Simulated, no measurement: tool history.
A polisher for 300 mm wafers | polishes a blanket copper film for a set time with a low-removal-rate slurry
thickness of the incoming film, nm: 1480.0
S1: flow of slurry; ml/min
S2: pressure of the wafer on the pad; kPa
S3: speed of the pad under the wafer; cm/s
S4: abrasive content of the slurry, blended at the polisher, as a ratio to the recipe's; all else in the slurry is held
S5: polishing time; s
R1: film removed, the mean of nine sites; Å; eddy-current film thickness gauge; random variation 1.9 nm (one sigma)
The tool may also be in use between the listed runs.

| run | hour | S1 | S2 | S3 | S4 | S5 | R1 |
|---|---|---|---|---|---|---|---|
| 1 | 0.0 | 190 | 13.8 | 118 | 1.0 | 62 | 1377.1 |
| 2 | 7.0 | 190 | 13.8 | 118 | 0.9 | 62 | 1349.4 |
| 3 | 12.2 | 190 | 13.8 | 118 | 1.0 | 62 | 1389.8 |
| 4 | 15.4 | 190 | 11.0 | 118 | 1.0 | 62 | 1120.4 |
| 5 | 22.8 | 190 | 12.4 | 118 | 1.0 | 62 | 1271.3 |
| 6 | 26.0 | 190 | 12.4 | 134 | 1.0 | 62 | 1365.6 |

The next listed run, before its measurement:
| 7 | 31.7 | 190 | 13.1 | 134 | 1.0 | 62 | ? |

{"run 7": {"R1": 1453.7}}
